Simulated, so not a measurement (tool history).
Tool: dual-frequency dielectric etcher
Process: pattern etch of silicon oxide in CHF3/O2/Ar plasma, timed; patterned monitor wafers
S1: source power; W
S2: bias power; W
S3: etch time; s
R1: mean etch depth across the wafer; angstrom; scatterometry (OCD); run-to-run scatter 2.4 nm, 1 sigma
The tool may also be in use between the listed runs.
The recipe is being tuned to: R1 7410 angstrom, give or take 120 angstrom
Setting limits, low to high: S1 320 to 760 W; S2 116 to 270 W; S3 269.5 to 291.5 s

run  hour   S1   S2     S3      R1
  1     0  540  193  291.5  6431.3
  2   6.1  540  193  269.5  5996.8
  3  12.8  560  197    270  6110.3
  4  21.4  560  197  291.5  6583.9
  5  28.3  560  197  269.5  6108.4
  6  29.3  560  197  269.5  6091.1
  7  30.2  580  203    270  6265.9
  8  32.5  600  207  270.5    6421
  9    41  620  210    271  6542.9

Consider the 4 candidate settings below. Which is the only one whose results all fall within their allowed miss of target?
  A  49.5  690  241    281   ?
  B  49.5  640  224  280.5   ?
  C  49.5  510  145  269.5   ?
  D  49.5  640  220    274   ?

move      R1
   A  7410.2
   B    7002
   C  5417.6
   D  6808.6
A: hits every target within its allowed miss
B: nearer the targets than the last run, but a result is still out of spec
C: its largest miss is bigger than the last run's
D: nearer the targets than the last run, but a result is still out of spec
So the answer is move A, the one that meets all the targets.
